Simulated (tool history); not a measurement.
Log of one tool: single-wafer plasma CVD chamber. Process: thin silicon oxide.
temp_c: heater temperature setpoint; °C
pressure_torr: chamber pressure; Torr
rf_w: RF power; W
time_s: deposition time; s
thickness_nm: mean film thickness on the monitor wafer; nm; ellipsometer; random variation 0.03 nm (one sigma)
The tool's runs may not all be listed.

run  hour  temp_c  pressure_torr  rf_w  time_s  thickness_nm
  1   0.0     410          0.928   315    6.26        12.385
  2   0.7     410          0.928   315    6.26        12.451
  3   4.8     410          0.928   315    5.97        11.811
  4   7.8     410          0.888   315    5.97        11.547
  5  14.1     410          0.888   315    6.26        12.093
  6  19.3     410          0.834   310    6.25        11.600
  7  24.5     410          0.792   305    6.24        11.315

Forecast run 8:
     27.7  -- capacitance manometer re-zeroed and calibrated
  8  27.7     410          0.756   300    6.23             ?

{"run 8": {"thickness_nm": 11.416}}

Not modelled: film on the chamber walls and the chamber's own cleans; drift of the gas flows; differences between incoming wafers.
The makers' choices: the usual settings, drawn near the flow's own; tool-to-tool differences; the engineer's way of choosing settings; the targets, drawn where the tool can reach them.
